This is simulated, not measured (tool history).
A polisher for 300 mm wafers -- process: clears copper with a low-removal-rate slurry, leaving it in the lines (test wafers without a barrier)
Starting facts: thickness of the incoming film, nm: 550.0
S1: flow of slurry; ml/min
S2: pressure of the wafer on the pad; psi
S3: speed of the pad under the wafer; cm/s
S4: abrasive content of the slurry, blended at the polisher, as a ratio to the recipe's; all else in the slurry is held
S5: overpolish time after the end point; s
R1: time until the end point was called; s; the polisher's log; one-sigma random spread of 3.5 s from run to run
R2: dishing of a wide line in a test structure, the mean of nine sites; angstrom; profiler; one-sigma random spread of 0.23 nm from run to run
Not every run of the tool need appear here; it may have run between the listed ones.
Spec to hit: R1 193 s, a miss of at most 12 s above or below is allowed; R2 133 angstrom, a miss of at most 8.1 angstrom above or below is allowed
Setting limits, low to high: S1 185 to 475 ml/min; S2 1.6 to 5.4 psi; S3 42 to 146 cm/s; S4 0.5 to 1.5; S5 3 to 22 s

run	hour	S1	S2	S3	S4	S5	R1	R2
1	0	305	3.5	94	1	11	138.77	276.12
2	2.8	370	3.5	94	1	11	137.87	277.32
3	10.2	370	3.2	94	1	9	142.26	217.32
4	14.9	370	2.8	94	1	9	169.83	192.16
5	15.6	370	2.7	94	1	8	173.49	167.63
6	17.2	370	2.1	94	1	8	219.58	127.12
7	21.5	375	2.2	94	1	8	212.24	132.49
8	28.9	375	2.3	94	1	8	208.86	141.72

Exercise: of the 5 proposed moves below, exactly one satisfies all targets within the stated allowed misses. Which move is it?
A	36.3	380	2.2	88	0.95	10	?	?
B	36.3	380	2.2	86	0.95	10	?	?
C	36.3	370	2.3	86	0.75	10	?	?
D	36.3	335	2.5	118	0.65	7	?	?
E	36.3	415	2.4	92	1.05	7	?	?

move	R1	R2
A	228.2	159.9
B	233.33	156.68
C	234.77	155.99
D	164.99	155.74
E	195.97	132.75
A: misses by more than the last run did
B: misses by more than the last run did
C: misses by more than the last run did
D: takes the result that was furthest off past its target
E: all results land within tolerance of their targets
E is the move that brings every result within its allowed miss.
